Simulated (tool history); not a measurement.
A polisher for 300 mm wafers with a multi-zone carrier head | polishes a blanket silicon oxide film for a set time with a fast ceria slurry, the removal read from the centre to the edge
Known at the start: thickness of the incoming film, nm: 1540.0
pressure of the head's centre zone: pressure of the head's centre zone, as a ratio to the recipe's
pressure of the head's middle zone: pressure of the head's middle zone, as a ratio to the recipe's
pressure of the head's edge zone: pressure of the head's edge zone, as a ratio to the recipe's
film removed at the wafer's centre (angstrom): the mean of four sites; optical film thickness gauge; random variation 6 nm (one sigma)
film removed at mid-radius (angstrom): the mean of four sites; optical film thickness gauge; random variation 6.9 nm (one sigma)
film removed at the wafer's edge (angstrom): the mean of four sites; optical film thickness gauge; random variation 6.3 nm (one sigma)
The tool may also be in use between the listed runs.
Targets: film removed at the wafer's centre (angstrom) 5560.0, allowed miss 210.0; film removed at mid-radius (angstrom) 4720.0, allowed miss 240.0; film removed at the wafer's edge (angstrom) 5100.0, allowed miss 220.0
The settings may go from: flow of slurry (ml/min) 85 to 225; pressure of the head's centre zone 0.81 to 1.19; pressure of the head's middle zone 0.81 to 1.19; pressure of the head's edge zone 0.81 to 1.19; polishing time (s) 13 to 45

run,day,flow of slurry (ml/min),pressure of the head's centre zone,pressure of the head's middle zone,pressure of the head's edge zone,polishing time (s),film removed at the wafer's centre (angstrom),film removed at mid-radius (angstrom),film removed at the wafer's edge (angstrom)
1,0.000,145,1.00,1.00,1.00,29,6254.9,6484.3,6294.0
2,0.092,165,1.00,1.00,1.00,29,6493.1,6461.8,6329.3
3,0.392,165,1.00,0.92,1.00,29,6463.4,6029.1,6486.9
4,0.558,165,1.01,0.91,0.97,28,6304.5,5723.4,6164.1
5,0.796,160,1.02,0.90,0.94,27,6055.3,5395.5,5956.8
6,0.983,160,1.02,0.84,0.94,27,6168.2,5138.1,5798.0
7,1.212,150,1.02,0.84,0.91,27,6065.6,5136.9,5788.1
8,1.292,145,1.03,0.85,0.89,26,5829.1,4908.2,5378.5
9,1.312,140,1.03,0.85,0.88,26,5813.3,4959.5,5347.5

5 next moves are on the table. One of them brings every result within its allowed miss. Which?
A,1.333,120,1.01,0.93,0.82,27,?,?,?
B,1.333,160,0.96,0.81,0.92,26,?,?,?
C,1.333,150,1.06,0.89,0.93,24,?,?,?
D,1.333,110,1.04,0.93,0.90,28,?,?,?
E,1.333,115,0.92,0.81,0.93,28,?,?,?

move,film removed at the wafer's centre (angstrom),film removed at mid-radius (angstrom),film removed at the wafer's edge (angstrom)
A,5694.8,5260.7,5216.8
B,5610.3,4828.4,5553.3
C,5642.7,4751.1,5098.6
D,5912.5,5321.1,5545.7
E,5299.1,4812.9,5689.7
A: brings the result that was furthest off to its target, and leaves another outside
B: brings the result that was furthest off to its target, and leaves another outside
C: meets every target
D: further off than the last run
E: takes the result that was furthest off past its target
Answer: C
